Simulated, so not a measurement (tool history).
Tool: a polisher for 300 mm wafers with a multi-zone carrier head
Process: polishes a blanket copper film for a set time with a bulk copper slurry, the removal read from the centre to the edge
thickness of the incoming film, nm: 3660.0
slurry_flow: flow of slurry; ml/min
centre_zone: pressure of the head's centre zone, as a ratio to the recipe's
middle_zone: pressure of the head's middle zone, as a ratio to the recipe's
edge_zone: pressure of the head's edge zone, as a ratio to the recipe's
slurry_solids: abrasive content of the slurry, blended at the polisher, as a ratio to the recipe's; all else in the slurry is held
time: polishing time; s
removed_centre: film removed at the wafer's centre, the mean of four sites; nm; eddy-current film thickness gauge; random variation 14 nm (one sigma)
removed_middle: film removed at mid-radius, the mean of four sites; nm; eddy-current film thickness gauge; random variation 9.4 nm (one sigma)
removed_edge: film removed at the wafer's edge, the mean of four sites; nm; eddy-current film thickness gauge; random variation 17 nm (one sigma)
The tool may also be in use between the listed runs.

run	hour	slurry_flow	centre_zone	middle_zone	edge_zone	slurry_solids	time	removed_centre	removed_middle	removed_edge
1	0	290	1	1	1	1	82	1007.7	1020.3	1032.8
2	0.8	290	1	1	1	0.85	82	1007.7	992.43	1018.8
3	1.6	290	1.02	0.97	1.04	0.95	86	1076.4	1037.8	1100.9
4	3	290	1.04	0.94	1.08	1.05	89	1181.3	1075.6	1211.2
5	8.3	340	1.04	0.94	1.08	1.05	89	1192.5	1079.9	1191.7
6	10	330	1.05	0.93	1.11	1.15	90	1229.6	1109.1	1244.8

The next listed run, before its measurement:
7	14.6	320	1.05	0.92	1.13	1.2	91	?	?	?

Run 7 gave removed_centre 1231.4 nm, removed_middle 1114.1 nm, removed_edge 1288.5 nm.

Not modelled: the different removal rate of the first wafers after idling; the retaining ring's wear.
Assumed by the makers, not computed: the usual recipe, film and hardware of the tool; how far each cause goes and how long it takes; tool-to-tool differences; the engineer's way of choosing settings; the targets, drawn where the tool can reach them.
